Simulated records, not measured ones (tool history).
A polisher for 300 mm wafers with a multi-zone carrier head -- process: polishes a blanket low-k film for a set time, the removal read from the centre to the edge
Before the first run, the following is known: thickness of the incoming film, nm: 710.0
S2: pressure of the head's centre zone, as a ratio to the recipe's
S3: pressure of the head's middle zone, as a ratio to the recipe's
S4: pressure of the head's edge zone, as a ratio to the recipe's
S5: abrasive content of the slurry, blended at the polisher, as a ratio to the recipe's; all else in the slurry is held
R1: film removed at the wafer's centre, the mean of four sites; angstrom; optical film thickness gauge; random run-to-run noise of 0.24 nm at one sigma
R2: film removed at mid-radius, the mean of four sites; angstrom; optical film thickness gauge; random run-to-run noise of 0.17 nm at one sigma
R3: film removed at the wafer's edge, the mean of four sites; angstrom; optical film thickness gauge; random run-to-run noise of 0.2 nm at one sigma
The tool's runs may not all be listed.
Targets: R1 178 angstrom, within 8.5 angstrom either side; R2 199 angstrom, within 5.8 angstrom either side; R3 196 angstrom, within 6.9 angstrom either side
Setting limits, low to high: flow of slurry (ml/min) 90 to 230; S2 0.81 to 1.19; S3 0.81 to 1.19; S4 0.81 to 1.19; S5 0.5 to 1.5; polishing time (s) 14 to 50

run 1 hour=0 | flow_of_slurry_(ml/min)=150 S2=1 S3=1 S4=1 S5=1 polishing_time_(s)=32 | R1=144.52 R2=140.33 R3=145.8
run 2 hour=6.8 | flow_of_slurry_(ml/min)=160 S2=0.99 S3=1.03 S4=1.03 S5=1.1 polishing_time_(s)=32 | R1=150.55 R2=152.01 R3=154.59
run 3 hour=7.4 | flow_of_slurry_(ml/min)=160 S2=0.99 S3=1.03 S4=0.99 S5=1.1 polishing_time_(s)=32 | R1=151.77 R2=154.25 R3=152.89
run 4 hour=9 | flow_of_slurry_(ml/min)=165 S2=0.98 S3=1.05 S4=1.02 S5=1.2 polishing_time_(s)=32 | R1=158.98 R2=159.12 R3=161.81
run 5 hour=15.1 | flow_of_slurry_(ml/min)=170 S2=0.96 S3=1.08 S4=1.04 S5=1.25 polishing_time_(s)=32 | R1=157.63 R2=164.96 R3=163.13
run 6 hour=17 | flow_of_slurry_(ml/min)=170 S2=0.96 S3=1.14 S4=1.04 S5=1.25 polishing_time_(s)=32 | R1=158.47 R2=171.99 R3=161.02
run 7 hour=21.3 | flow_of_slurry_(ml/min)=175 S2=0.95 S3=1.14 S4=1.06 S5=1.3 polishing_time_(s)=32 | R1=155.21 R2=176.42 R3=170.39
run 8 hour=26 | flow_of_slurry_(ml/min)=180 S2=0.96 S3=1.15 S4=1.07 S5=1.35 polishing_time_(s)=32 | R1=163.64 R2=181.71 R3=173.48
run 9 hour=27 | flow_of_slurry_(ml/min)=185 S2=0.96 S3=1.16 S4=1.09 S5=1.4 polishing_time_(s)=32 | R1=168.11 R2=186.44 R3=179.25
run 10 hour=28.1 | flow_of_slurry_(ml/min)=190 S2=0.96 S3=1.16 S4=1.1 S5=1.4 polishing_time_(s)=32 | R1=165.46 R2=184.57 R3=176.93
run 11 hour=35.1 | flow_of_slurry_(ml/min)=185 S2=0.95 S3=1.16 S4=1.11 S5=1.45 polishing_time_(s)=33 | R1=170.09 R2=195.55 R3=184.82

Which single option among these 4 for the next run brings every result within its allowed miss of target? Just one does.
run A hour=42.1 | flow_of_slurry_(ml/min)=160 S2=0.98 S3=1.19 S4=1.08 S5=1.4 polishing_time_(s)=34 | R1=? R2=? R3=?
run B hour=42.1 | flow_of_slurry_(ml/min)=165 S2=0.94 S3=1.11 S4=1.08 S5=1.3 polishing_time_(s)=37 | R1=? R2=? R3=?
run C hour=42.1 | flow_of_slurry_(ml/min)=185 S2=1.01 S3=1.17 S4=1.11 S5=1.5 polishing_time_(s)=31 | R1=? R2=? R3=?
run D hour=42.1 | flow_of_slurry_(ml/min)=175 S2=0.82 S3=1.19 S4=1.17 S5=1.4 polishing_time_(s)=34 | R1=? R2=? R3=?

move=A R1=176.09 R2=201.04 R3=180.65
move=B R1=179.64 R2=203.34 R3=192.08
move=C R1=173.89 R2=189.68 R3=174
move=D R1=149.44 R2=204.01 R3=190.11
A: its largest miss is bigger than the last run's
B: every result lands within tolerance
C: its largest miss is bigger than the last run's
D: gets the furthest-off result to its target, but another result is out of tolerance
Go with B: it meets all targets.

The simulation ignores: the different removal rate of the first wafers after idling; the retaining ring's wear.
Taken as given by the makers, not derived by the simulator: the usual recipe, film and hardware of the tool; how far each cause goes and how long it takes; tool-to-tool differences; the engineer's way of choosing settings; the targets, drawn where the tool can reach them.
